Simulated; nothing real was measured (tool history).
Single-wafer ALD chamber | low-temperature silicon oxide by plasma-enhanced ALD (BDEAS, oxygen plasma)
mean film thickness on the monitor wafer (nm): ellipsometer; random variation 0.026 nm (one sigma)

run  hour  heater temperature setpoint (°C)  number of ALD cycles (cycles)  mean film thickness on the monitor wafer (nm)
  1     0                                85                             37                                          5.744
  2   7.8                                85                             33                                          5.108
  3    15                                80                             33                                         5.2278
  4  19.2                                85                             33                                         5.1254
  5  19.9                                82                             35                                         5.4859
  6  22.6                                80                             36                                         5.6935
  7  25.1                                78                             37                                         5.9254
  8  27.2                                76                             38                                         6.1432
  9  28.7                                74                             39                                         6.3527
     33.1  -- thermocouple changed; heater temperature recalibrated
 10  33.1                                73                             40                                         6.6642

Forecast run 11:
 11  41.4                                72                             40                                              ?

{"run 11": {"mean film thickness on the monitor wafer (nm)": 6.6844}}
